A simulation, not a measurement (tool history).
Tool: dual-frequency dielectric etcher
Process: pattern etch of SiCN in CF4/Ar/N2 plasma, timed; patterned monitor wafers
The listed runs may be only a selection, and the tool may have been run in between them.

| run | day | source power (W) | bias power (W) | Ar flow (sccm) | CF4 flow (sccm) | etch time (s) | mean etch depth across the wafer (nm) |
|---|---|---|---|---|---|---|---|
| 1 | 0.000 | 430 | 88 | 98 | 60 | 53.5 | 46.714 |
| 2 | 0.125 | 440 | 88 | 98 | 60 | 53.5 | 47.776 |
| 3 | 0.388 | 440 | 88 | 98 | 60 | 49.5 | 44.139 |
| 4 | 0.588 | 440 | 88 | 98 | 60 | 49.5 | 44.183 |
| 5 | 0.862 | 440 | 88 | 98 | 60 | 53.5 | 47.495 |
| 6 | 1.096 | 440 | 88 | 98 | 51 | 53.5 | 46.959 |
| 7 | 1.412 | 450 | 88 | 98 | 51 | 53.5 | 47.596 |
| 8 | 1.679 | 460 | 88 | 98 | 51 | 53.5 | 48.028 |
| 9 | 1.829 | 470 | 88 | 98 | 51 | 53.5 | 49.341 |

Run 10 has not been measured yet. What should we expect?
| 10 | 2.021 | 480 | 88 | 98 | 51 | 53.5 | ? |

mean etch depth across the wafer (nm): 49.630
